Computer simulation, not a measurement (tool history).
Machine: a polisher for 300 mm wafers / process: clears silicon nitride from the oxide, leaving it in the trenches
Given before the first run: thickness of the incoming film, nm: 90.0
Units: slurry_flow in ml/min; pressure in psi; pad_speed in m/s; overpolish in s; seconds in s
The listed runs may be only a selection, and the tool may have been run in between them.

run 1 hour=0.0 | slurry_flow=130 pressure=2.4 pad_speed=0.86 overpolish=26 | seconds=162.99
run 2 hour=5.5 | slurry_flow=130 pressure=2.4 pad_speed=0.86 overpolish=28 | seconds=165.87
run 3 hour=7.3 | slurry_flow=130 pressure=2.4 pad_speed=0.86 overpolish=28 | seconds=163.81
run 4 hour=13.7 | slurry_flow=130 pressure=2.1 pad_speed=0.84 overpolish=28 | seconds=193.28
run 5 hour=21.2 | slurry_flow=155 pressure=2.1 pad_speed=0.84 overpolish=28 | seconds=184.81
run 6 hour=24.4 | slurry_flow=170 pressure=2.1 pad_speed=0.84 overpolish=28 | seconds=180.83

What does the tool deliver on the next run?
run 7 hour=31.4 | slurry_flow=170 pressure=1.9 pad_speed=0.84 overpolish=28 | seconds=?

{"run 7": {"seconds": 202.24}}

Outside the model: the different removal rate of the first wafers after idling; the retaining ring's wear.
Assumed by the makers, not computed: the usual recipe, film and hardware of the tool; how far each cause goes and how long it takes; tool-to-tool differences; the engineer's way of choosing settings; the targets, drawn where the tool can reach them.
